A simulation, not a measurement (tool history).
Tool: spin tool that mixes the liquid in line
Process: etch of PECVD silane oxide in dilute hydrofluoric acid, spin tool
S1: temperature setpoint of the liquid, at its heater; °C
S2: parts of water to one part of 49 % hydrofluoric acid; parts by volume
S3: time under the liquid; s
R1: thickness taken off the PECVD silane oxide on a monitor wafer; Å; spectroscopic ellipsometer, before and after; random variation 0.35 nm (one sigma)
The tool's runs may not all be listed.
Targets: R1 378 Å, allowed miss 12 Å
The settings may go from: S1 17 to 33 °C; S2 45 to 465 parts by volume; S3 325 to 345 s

run 1 hour=0 | S1=25 S2=255 S3=325 | R1=144.09
run 2 hour=6.6 | S1=25 S2=255 S3=325 | R1=144.27
run 3 hour=14.4 | S1=25 S2=255 S3=325 | R1=146.86
run 4 hour=19.1 | S1=25 S2=195 S3=325 | R1=205.63
run 5 hour=26.9 | S1=26.5 S2=180 S3=325 | R1=237.04
run 6 hour=29.6 | S1=28 S2=170 S3=325 | R1=270.17
run 7 hour=31 | S1=29 S2=165 S3=325 | R1=285.99
run 8 hour=35.5 | S1=30 S2=160 S3=325 | R1=313.63
run 9 hour=41.3 | S1=30.5 S2=160 S3=325 | R1=313.35
run 10 hour=44.9 | S1=31 S2=155 S3=325 | R1=332.03
run 11 hour=53.2 | S1=31.5 S2=155 S3=325 | R1=337.33
run 12 hour=60.6 | S1=32 S2=155 S3=325 | R1=346.03
run 13 hour=65.7 | S1=32.5 S2=150 S3=325 | R1=365.08

Which of these 5 next moves meets every target?
run A hour=70.8 | S1=33 S2=140 S3=335 | R1=?
run B hour=70.8 | S1=32.5 S2=155 S3=325 | R1=?
run C hour=70.8 | S1=31 S2=135 S3=330 | R1=?
run D hour=70.8 | S1=33 S2=155 S3=345 | R1=?
run E hour=70.8 | S1=33 S2=155 S3=325 | R1=?

move=A R1=416.33
move=B R1=351.2
move=C R1=398.29
move=D R1=379.47
move=E R1=357.47
A: takes the result that was furthest off past its target
B: further off than the last run
C: takes the result that was furthest off past its target
D: meets every target
E: further off than the last run
The right move is D.

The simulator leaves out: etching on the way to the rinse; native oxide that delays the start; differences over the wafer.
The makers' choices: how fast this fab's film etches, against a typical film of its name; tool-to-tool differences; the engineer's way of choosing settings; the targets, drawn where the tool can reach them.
